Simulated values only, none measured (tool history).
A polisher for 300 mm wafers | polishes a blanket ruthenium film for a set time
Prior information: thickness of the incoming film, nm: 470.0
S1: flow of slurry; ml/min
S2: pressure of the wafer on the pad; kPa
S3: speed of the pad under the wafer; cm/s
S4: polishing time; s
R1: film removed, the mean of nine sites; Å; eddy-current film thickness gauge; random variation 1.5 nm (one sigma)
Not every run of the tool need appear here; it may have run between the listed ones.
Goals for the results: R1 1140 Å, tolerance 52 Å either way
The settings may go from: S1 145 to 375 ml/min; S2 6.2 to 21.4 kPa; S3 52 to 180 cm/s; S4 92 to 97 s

run	day	S1	S2	S3	S4	R1
1	0	240	13.8	116	92	1377.8
2	0.208	240	13.8	116	92	1417
3	0.45	190	13.8	116	92	1363.3
4	0.612	190	15.9	116	92	1541.3
5	0.888	235	15.9	116	92	1611.5
6	1.129	230	14.5	114	92	1475.9
7	1.25	220	13.1	114	92	1315.9
8	1.367	220	12.4	114	92	1249.4

Next run, 4 choices. One meets every target within its allowed miss, the rest don't. Which?
A	1.483	345	11.7	100	93	?
B	1.483	215	13.8	114	94	?
C	1.483	220	15.2	92	92	?
D	1.483	210	13.1	136	92	?

move	R1
A	1146.2
B	1388.7
C	1320.5
D	1439.3
A: hits every target within its allowed miss
B: lands further from the targets than the last run did
C: lands further from the targets than the last run did
D: lands further from the targets than the last run did
Correct choice: A, which meets every target
